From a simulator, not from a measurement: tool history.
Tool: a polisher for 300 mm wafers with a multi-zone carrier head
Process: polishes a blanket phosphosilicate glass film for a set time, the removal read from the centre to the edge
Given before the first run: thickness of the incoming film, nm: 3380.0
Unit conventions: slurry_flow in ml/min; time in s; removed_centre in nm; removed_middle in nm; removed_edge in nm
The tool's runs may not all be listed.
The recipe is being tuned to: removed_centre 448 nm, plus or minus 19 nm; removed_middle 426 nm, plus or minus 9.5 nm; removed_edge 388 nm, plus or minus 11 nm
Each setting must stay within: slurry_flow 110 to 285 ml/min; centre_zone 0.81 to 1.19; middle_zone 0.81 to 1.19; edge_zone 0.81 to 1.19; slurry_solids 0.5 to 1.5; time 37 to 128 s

| run | hour | slurry_flow | centre_zone | middle_zone | edge_zone | slurry_solids | time | removed_centre | removed_middle | removed_edge |
|---|---|---|---|---|---|---|---|---|---|---|
| 1 | 0 | 180 | 1 | 1 | 1 | 1 | 82 | 585.11 | 569.43 | 565.96 |
| 2 | 4.7 | 145 | 1 | 1 | 1 | 1 | 82 | 548.43 | 544.63 | 549.46 |
| 3 | 11 | 150 | 1 | 1 | 0.98 | 0.95 | 82 | 551.12 | 538.54 | 544.72 |
| 4 | 14.1 | 150 | 1 | 0.93 | 0.98 | 0.95 | 82 | 556.43 | 510.82 | 543.73 |
| 5 | 20.2 | 150 | 1 | 0.93 | 0.98 | 0.85 | 82 | 543.61 | 488.2 | 531.25 |
| 6 | 27.2 | 150 | 1 | 0.93 | 0.98 | 0.85 | 101 | 663 | 601.7 | 645.9 |
| 7 | 31.3 | 155 | 1 | 0.95 | 0.96 | 0.8 | 97 | 622.89 | 585.23 | 610.76 |
| 8 | 37.8 | 160 | 1.01 | 0.96 | 0.94 | 0.75 | 93 | 592.48 | 559.73 | 566.36 |
|  | 44.5 | slurry nozzle cleaned |
| 9 | 44.5 | 165 | 1.02 | 0.96 | 0.93 | 0.7 | 90 | 610.97 | 557.82 | 554.57 |
| 10 | 45.7 | 170 | 1.01 | 0.96 | 0.92 | 0.7 | 87 | 583.89 | 539.65 | 540.55 |
| 11 | 53.4 | 165 | 1.01 | 0.97 | 0.91 | 0.7 | 84 | 561.7 | 524.23 | 512.4 |
| 12 | 59.9 | 165 | 1.01 | 0.97 | 0.9 | 0.7 | 82 | 555.37 | 516.71 | 495.65 |
| 13 | 64.8 | 160 | 0.98 | 0.96 | 0.81 | 0.5 | 72 | 424.48 | 399.1 | 378.48 |
| 14 | 65.9 | 165 | 0.98 | 0.96 | 0.81 | 0.5 | 72 | 430.49 | 401.42 | 377.63 |

Which single option among these 4 for the next run brings every result within its allowed miss of target? Just one does.
| A | 67 | 180 | 0.99 | 0.89 | 0.81 | 0.75 | 61 | ? | ? | ? |
| B | 67 | 185 | 1 | 0.98 | 0.81 | 0.55 | 71 | ? | ? | ? |
| C | 67 | 110 | 0.94 | 0.89 | 0.82 | 0.6 | 76 | ? | ? | ? |
| D | 67 | 145 | 1.07 | 0.96 | 0.81 | 0.55 | 76 | ? | ? | ? |

| move | removed_centre | removed_middle | removed_edge |
|---|---|---|---|
| A | 414.84 | 368.05 | 369.6 |
| B | 446.42 | 424.68 | 392.63 |
| C | 414.69 | 391.06 | 405.21 |
| D | 487.16 | 429.11 | 408.32 |
A: misses by more than the last run did
B: in spec on every target
C: misses by more than the last run did
D: puts the biggest miss on target and leaves a different result outside tolerance
B meets every target.
